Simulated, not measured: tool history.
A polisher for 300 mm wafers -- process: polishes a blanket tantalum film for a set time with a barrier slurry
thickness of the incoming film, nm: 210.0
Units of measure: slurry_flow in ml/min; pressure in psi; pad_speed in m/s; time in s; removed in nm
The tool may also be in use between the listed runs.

run	hour	slurry_flow	pressure	pad_speed	slurry_solids	time	removed
1	0.0	190	1.9	1.06	1.0	25	36.578
2	8.4	190	1.8	1.06	1.0	25	34.333
3	10.6	190	1.7	1.06	1.0	25	32.210
4	19.5	190	1.6	1.06	1.0	25	31.017
5	25.0	190	1.5	1.06	1.0	25	28.979
6	29.9	190	1.8	1.06	1.0	25	34.250

Forecast run 7:
7	31.3	190	1.7	1.06	1.0	25	?

removed: 32.452 nm

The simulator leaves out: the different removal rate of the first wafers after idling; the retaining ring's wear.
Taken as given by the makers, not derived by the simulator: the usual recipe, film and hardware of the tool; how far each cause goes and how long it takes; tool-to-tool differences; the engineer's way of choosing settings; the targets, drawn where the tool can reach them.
